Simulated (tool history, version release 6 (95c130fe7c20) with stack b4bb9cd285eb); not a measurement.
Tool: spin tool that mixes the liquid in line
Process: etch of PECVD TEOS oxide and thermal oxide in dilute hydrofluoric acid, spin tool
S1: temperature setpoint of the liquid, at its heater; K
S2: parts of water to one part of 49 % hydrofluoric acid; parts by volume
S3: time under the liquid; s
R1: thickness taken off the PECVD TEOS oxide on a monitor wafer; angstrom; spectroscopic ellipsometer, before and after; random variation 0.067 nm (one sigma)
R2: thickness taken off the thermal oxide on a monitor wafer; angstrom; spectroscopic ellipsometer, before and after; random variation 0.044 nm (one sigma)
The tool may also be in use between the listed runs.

run	day	S1	S2	S3	R1	R2
1	0.000	295.15	115	40	46.212	13.7080
2	0.367	295.15	145	40	35.026	10.4130
3	0.462	295.15	185	40	26.427	7.8241
4	0.804	297.15	150	40	36.738	10.8410
5	1.092	297.15	165	40	32.605	9.5821
6	1.150	297.15	165	50	40.869	12.2030
7	1.325	298.65	145	50	50.280	14.8720

Forecast run 8:
8	1.675	302.65	95	50	?	?

R1: 95.778 angstrom
R2: 28.0280 angstrom
